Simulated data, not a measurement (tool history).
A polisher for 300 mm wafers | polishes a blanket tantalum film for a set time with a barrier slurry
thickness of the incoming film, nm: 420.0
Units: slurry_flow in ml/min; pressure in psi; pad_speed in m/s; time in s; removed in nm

{"run": 1, "hour": 0.0, "slurry_flow": 210, "pressure": 1.6, "pad_speed": 1.02, "slurry_solids": 1, "time": 63, "removed": 75.964}
{"run": 2, "hour": 2.2, "slurry_flow": 220, "pressure": 1.9, "pad_speed": 1.06, "slurry_solids": 1, "time": 63, "removed": 92.685}
{"run": 3, "hour": 5.4, "slurry_flow": 225, "pressure": 2.1, "pad_speed": 1.12, "slurry_solids": 1, "time": 63, "removed": 108.8}
{"run": 4, "hour": 8.7, "slurry_flow": 225, "pressure": 2.4, "pad_speed": 1.12, "slurry_solids": 1, "time": 63, "removed": 122.71}
{"run": 5, "hour": 14.4, "slurry_flow": 225, "pressure": 2.4, "pad_speed": 1.12, "slurry_solids": 0.8, "time": 63, "removed": 114.38}
{"run": 6, "hour": 19.6, "slurry_flow": 235, "pressure": 2.5, "pad_speed": 1.2, "slurry_solids": 0.8, "time": 63, "removed": 128.17}
{"run": 7, "hour": 25.2, "slurry_flow": 235, "pressure": 2.5, "pad_speed": 1.28, "slurry_solids": 0.8, "time": 63, "removed": 135.45}
{"run": 8, "hour": 29.1, "slurry_flow": 235, "pressure": 2.5, "pad_speed": 1.34, "slurry_solids": 0.8, "time": 63, "removed": 143.92}
{"run": 9, "hour": 34.1, "slurry_flow": 270, "pressure": 2.6, "pad_speed": 1.46, "slurry_solids": 0.8, "time": 63, "removed": 161.64}

The next listed run, before its measurement:
{"run": 10, "hour": 42.2, "slurry_flow": 265, "pressure": 2.6, "pad_speed": 1.48, "slurry_solids": 0.8, "time": 63, "removed": "?"}

removed: 165.48 nm
